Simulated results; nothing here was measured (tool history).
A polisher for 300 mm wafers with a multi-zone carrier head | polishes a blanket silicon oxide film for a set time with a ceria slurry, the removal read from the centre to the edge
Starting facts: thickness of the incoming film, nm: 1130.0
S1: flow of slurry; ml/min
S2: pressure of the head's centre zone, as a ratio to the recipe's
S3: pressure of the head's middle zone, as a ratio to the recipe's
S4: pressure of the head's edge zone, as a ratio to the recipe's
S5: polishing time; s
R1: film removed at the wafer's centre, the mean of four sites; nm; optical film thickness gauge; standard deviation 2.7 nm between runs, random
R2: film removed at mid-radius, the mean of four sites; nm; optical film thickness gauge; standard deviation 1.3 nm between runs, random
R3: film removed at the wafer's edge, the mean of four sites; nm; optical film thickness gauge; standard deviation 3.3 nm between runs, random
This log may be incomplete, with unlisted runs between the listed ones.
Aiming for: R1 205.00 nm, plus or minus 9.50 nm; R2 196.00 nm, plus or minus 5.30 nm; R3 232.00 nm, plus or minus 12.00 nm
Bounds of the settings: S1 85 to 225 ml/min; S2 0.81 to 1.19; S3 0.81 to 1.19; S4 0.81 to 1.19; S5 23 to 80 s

run	hour	S1	S2	S3	S4	S5	R1	R2	R3
1	0.0	145	1.00	1.00	1.00	51	236.40	235.18	239.12
2	6.1	145	1.00	1.00	1.00	56	262.43	257.28	269.99
3	9.8	145	1.00	1.05	1.00	56	263.22	270.29	267.87
4	13.5	145	1.05	1.05	1.00	56	269.34	267.35	260.52
5	21.5	145	1.09	1.05	1.00	56	278.27	272.25	264.11
6	23.4	145	1.09	1.05	0.93	56	273.51	270.19	261.20
7	26.6	130	1.04	0.99	0.93	54	256.16	243.42	239.99
8	35.0	135	0.97	0.94	0.96	52	237.74	223.83	240.58

Next run, 5 choices. One meets every target within its allowed miss, the rest don't. Which?
A	43.4	130	1.09	1.07	0.86	51	?	?	?
B	43.4	115	1.19	1.03	0.82	57	?	?	?
C	43.4	120	1.19	0.99	0.83	58	?	?	?
D	43.4	175	0.81	1.11	1.05	54	?	?	?
E	43.4	125	0.94	0.90	1.10	47	?	?	?

move	R1	R2	R3
A	245.59	242.93	223.94
B	288.44	258.10	242.22
C	295.53	255.57	248.98
D	216.78	276.59	267.51
E	200.09	192.50	231.10
A: misses by more than the last run did
B: misses by more than the last run did
C: misses by more than the last run did
D: misses by more than the last run did
E: meets every target
E is the move that brings every result within its allowed miss.
